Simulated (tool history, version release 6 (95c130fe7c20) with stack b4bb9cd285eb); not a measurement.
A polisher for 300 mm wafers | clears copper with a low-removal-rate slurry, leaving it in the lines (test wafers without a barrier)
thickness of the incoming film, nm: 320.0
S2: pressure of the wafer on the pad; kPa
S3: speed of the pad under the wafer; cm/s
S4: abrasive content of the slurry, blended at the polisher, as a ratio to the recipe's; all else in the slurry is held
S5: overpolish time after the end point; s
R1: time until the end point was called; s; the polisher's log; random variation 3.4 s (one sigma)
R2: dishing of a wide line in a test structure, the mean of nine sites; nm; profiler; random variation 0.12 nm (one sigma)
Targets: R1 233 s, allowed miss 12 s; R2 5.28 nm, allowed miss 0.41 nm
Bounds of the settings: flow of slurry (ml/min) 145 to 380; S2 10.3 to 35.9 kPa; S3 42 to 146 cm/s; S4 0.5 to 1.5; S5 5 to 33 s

{"run": 1, "hour": 0.0, "flow of slurry (ml/min)": 245, "S2": 22.8, "S3": 94, "S4": 1, "S5": 17, "R1": 87.633, "R2": 43.221}
{"run": 2, "hour": 5.1, "flow of slurry (ml/min)": 235, "S2": 18.6, "S3": 76, "S4": 0.95, "S5": 13, "R1": 131.71, "R2": 23.295}
{"run": 3, "hour": 11.3, "flow of slurry (ml/min)": 210, "S2": 18.6, "S3": 76, "S4": 0.95, "S5": 13, "R1": 138.2, "R2": 21.689}
{"run": 4, "hour": 19.9, "flow of slurry (ml/min)": 190, "S2": 16.5, "S3": 70, "S4": 0.8, "S5": 10, "R1": 175.91, "R2": 13.629}
{"run": 5, "hour": 28.5, "flow of slurry (ml/min)": 190, "S2": 16.5, "S3": 70, "S4": 0.8, "S5": 14, "R1": 180.16, "R2": 18.649}
{"run": 6, "hour": 32.0, "flow of slurry (ml/min)": 175, "S2": 15.2, "S3": 72, "S4": 0.7, "S5": 11, "R1": 193.16, "R2": 13.365}
{"run": 7, "hour": 35.0, "flow of slurry (ml/min)": 165, "S2": 13.8, "S3": 74, "S4": 0.65, "S5": 9, "R1": 220.63, "R2": 10.077}
{"run": 8, "hour": 43.3, "flow of slurry (ml/min)": 160, "S2": 12.4, "S3": 80, "S4": 0.6, "S5": 8, "R1": 227.59, "R2": 8.2972}
{"run": 9, "hour": 44.0, "flow of slurry (ml/min)": 155, "S2": 11.7, "S3": 84, "S4": 0.55, "S5": 7, "R1": 242.79, "R2": 7.2521}
{"run": 10, "hour": 46.4, "flow of slurry (ml/min)": 150, "S2": 11, "S3": 90, "S4": 0.55, "S5": 6, "R1": 242.01, "R2": 6.4363}

5 next moves are on the table. One of them brings every result within its allowed miss. Which?
{"run": "A", "hour": 48.8, "flow of slurry (ml/min)": 145, "S2": 10.3, "S3": 90, "S4": 0.5, "S5": 7, "R1": "?", "R2": "?"}
{"run": "B", "hour": 48.8, "flow of slurry (ml/min)": 145, "S2": 10.3, "S3": 98, "S4": 0.65, "S5": 6, "R1": "?", "R2": "?"}
{"run": "C", "hour": 48.8, "flow of slurry (ml/min)": 160, "S2": 16.5, "S3": 60, "S4": 0.55, "S5": 8, "R1": "?", "R2": "?"}
{"run": "D", "hour": 48.8, "flow of slurry (ml/min)": 150, "S2": 10.3, "S3": 102, "S4": 0.5, "S5": 5, "R1": "?", "R2": "?"}
{"run": "E", "hour": 48.8, "flow of slurry (ml/min)": 145, "S2": 10.3, "S3": 90, "S4": 0.95, "S5": 6, "R1": "?", "R2": "?"}

move=A R1=257.23 R2=6.2863
move=B R1=224 R2=6.1902
move=C R1=230.43 R2=8.0092
move=D R1=225.05 R2=5.1584
move=E R1=223.99 R2=6.1906
A: nearer than the last run, and not there yet
B: nearer than the last run, and not there yet
C: further off than the last run
D: meets every target
E: nearer than the last run, and not there yet
Move D is the one to make.
